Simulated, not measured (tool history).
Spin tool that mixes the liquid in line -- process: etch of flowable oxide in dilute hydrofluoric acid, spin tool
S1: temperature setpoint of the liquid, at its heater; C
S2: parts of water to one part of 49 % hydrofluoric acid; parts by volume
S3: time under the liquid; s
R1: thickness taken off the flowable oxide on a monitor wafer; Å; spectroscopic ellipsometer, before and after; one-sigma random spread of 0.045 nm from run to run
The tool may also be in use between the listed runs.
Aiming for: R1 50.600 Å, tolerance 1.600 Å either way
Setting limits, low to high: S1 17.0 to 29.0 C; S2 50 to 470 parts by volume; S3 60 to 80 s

run  hour    S1   S2  S3       R1
  1   0.0  21.0  260  80  124.290
  2   8.7  21.0  295  80  103.990
  3  16.5  20.5  305  80   99.447
  4  23.6  20.0  320  80   91.397
  5  25.3  20.0  320  60   67.611
  6  33.3  18.0  320  60   63.241
  7  37.3  18.0  325  60   61.821
  8  39.3  18.0  330  60   60.682
  9  47.1  17.5  345  60   56.570

Next run, 4 choices. One meets every target within its allowed miss, the rest don't. Which?
  A  54.9  19.0  340  60   ?
  B  54.9  17.5  350  60   ?
  C  54.9  17.5  355  75   ?
  D  54.9  20.0  400  60   ?

move      R1
   A  60.371
   B  55.066
   C  67.588
   D  50.567
A: misses by more than the last run did
B: gains on the last run, yet a result remains outside its allowed miss
C: misses by more than the last run did
D: in spec on every target
Correct choice: D, which meets every target

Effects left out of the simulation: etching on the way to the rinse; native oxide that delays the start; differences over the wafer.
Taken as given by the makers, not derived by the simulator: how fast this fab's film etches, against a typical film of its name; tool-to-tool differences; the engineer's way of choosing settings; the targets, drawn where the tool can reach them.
